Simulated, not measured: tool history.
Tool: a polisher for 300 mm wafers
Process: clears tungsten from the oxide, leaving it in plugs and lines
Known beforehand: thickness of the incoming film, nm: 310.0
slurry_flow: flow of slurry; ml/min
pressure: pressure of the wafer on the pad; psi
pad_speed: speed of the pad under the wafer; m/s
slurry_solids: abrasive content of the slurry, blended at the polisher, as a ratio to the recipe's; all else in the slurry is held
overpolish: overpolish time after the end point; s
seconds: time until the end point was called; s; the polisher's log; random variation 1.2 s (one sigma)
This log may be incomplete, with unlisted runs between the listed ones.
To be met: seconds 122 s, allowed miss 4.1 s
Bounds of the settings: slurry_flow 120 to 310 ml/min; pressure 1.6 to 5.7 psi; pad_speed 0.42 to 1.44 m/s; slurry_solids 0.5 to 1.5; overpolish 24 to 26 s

run,day,slurry_flow,pressure,pad_speed,slurry_solids,overpolish,seconds
1,0,200,3.6,0.92,1,24,57.139
2,0.188,235,3.6,0.92,1,24,55.758
3,0.408,230,3.2,0.88,1,24,65.395
4,0.729,230,4,0.88,1,24,52.801
5,0.933,230,4.4,0.88,1,24,49.412
6,1.133,230,3.9,0.84,1,24,57.186
7,1.312,230,3.5,0.8,1,24,66.92
8,1.462,230,3.2,0.78,1,24,73.638
9,1.521,230,2.9,0.76,1,24,83.191
10,1.821,230,2.7,0.76,1,24,88.917
11,1.875,230,2.5,0.76,1,24,97.665
12,1.979,215,1.8,0.76,1,24,134.25

Exercise: of the 4 proposed moves below, exactly one satisfies all targets within the stated allowed misses. Which move is it?
A,2.083,210,2,0.76,1,25,?
B,2.083,220,1.8,0.8,0.85,24,?
C,2.083,220,2,0.7,0.95,24,?
D,2.083,195,2.6,0.5,1.3,24,?

move,seconds
A,120.68
B,130.15
C,130.88
D,133.12
A: in spec on every target
B: moves toward the targets from the last run without getting all of them in spec
C: moves toward the targets from the last run without getting all of them in spec
D: moves toward the targets from the last run without getting all of them in spec
Correct choice: A, which meets every target

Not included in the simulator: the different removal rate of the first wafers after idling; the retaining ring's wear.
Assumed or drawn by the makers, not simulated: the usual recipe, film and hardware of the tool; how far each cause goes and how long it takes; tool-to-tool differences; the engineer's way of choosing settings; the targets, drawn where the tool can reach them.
